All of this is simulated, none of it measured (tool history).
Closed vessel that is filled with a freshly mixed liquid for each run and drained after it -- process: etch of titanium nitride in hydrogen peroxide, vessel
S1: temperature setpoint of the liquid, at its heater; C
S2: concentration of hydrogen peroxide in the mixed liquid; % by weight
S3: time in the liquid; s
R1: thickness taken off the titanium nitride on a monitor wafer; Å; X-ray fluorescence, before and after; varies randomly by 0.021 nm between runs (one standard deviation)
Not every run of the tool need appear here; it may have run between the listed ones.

| run | hour | S1 | S2 | S3 | R1 |
|---|---|---|---|---|---|
| 1 | 0.0 | 54.0 | 18.0 | 175 | 80.801 |
| 2 | 1.8 | 54.0 | 21.5 | 175 | 83.770 |
| 3 | 6.0 | 47.5 | 21.5 | 175 | 52.669 |
| 4 | 9.5 | 53.0 | 21.5 | 175 | 78.880 |
| 5 | 14.2 | 53.0 | 21.5 | 185 | 83.010 |
| 6 | 22.0 | 53.0 | 21.5 | 175 | 77.990 |
| 7 | 26.5 | 51.5 | 21.5 | 175 | 70.626 |

Run 8, settings as shown, results not yet in. Your forecast:
| 8 | 33.0 | 43.5 | 21.5 | 175 | ? |

R1: 39.205 Å
